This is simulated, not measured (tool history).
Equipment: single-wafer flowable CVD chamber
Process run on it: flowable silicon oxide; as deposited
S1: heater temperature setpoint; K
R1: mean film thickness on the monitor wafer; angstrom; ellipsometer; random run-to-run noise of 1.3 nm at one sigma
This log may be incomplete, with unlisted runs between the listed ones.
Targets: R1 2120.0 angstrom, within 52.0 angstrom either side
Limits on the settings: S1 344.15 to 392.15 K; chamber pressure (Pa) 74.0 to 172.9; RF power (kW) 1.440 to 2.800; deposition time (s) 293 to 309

Run 1, hour 0.0: S1 368.15 K, chamber pressure (Pa) 123.5, RF power (kW) 2.120, deposition time (s) 309. Result: R1 2748.4 angstrom.
Run 2, hour 3.9: S1 370.15 K, chamber pressure (Pa) 123.3, RF power (kW) 2.120, deposition time (s) 309. Result: R1 2567.4 angstrom.
Run 3, hour 5.3: S1 371.15 K, chamber pressure (Pa) 123.3, RF power (kW) 2.120, deposition time (s) 309. Result: R1 2517.9 angstrom.
Run 4, hour 12.4: S1 372.15 K, chamber pressure (Pa) 123.3, RF power (kW) 2.120, deposition time (s) 309. Result: R1 2437.9 angstrom.
Run 5, hour 13.3: S1 372.15 K, chamber pressure (Pa) 123.3, RF power (kW) 2.120, deposition time (s) 309. Result: R1 2430.5 angstrom.
At hour 18.3: capacitance manometer re-zeroed and calibrated.
Run 6, hour 18.3: S1 372.15 K, chamber pressure (Pa) 123.3, RF power (kW) 2.120, deposition time (s) 293. Result: R1 2418.1 angstrom.
Run 7, hour 26.8: S1 373.15 K, chamber pressure (Pa) 123.3, RF power (kW) 2.120, deposition time (s) 293. Result: R1 2360.1 angstrom.
Run 8, hour 31.9: S1 374.15 K, chamber pressure (Pa) 123.3, RF power (kW) 2.120, deposition time (s) 293. Result: R1 2278.2 angstrom.
Run 9, hour 33.8: S1 375.15 K, chamber pressure (Pa) 123.3, RF power (kW) 2.120, deposition time (s) 293. Result: R1 2209.3 angstrom.

Which of these 4 next moves meets every target?
Run A, hour 35.7: S1 372.15 K, chamber pressure (Pa) 125.1, RF power (kW) 1.780, deposition time (s) 293. Result: R1 ?.
Run B, hour 35.7: S1 380.15 K, chamber pressure (Pa) 134.0, RF power (kW) 1.985, deposition time (s) 302. Result: R1 ?.
Run C, hour 35.7: S1 381.15 K, chamber pressure (Pa) 156.9, RF power (kW) 2.505, deposition time (s) 293. Result: R1 ?.
Run D, hour 35.7: S1 376.15 K, chamber pressure (Pa) 126.0, RF power (kW) 2.220, deposition time (s) 309. Result: R1 ?.

move      R1
   A  2305.8
   B  2102.7
   C  2432.2
   D  2353.2
A: further off than the last run
B: all results land within tolerance of their targets
C: further off than the last run
D: further off than the last run
B is the move that brings every result within its allowed miss.
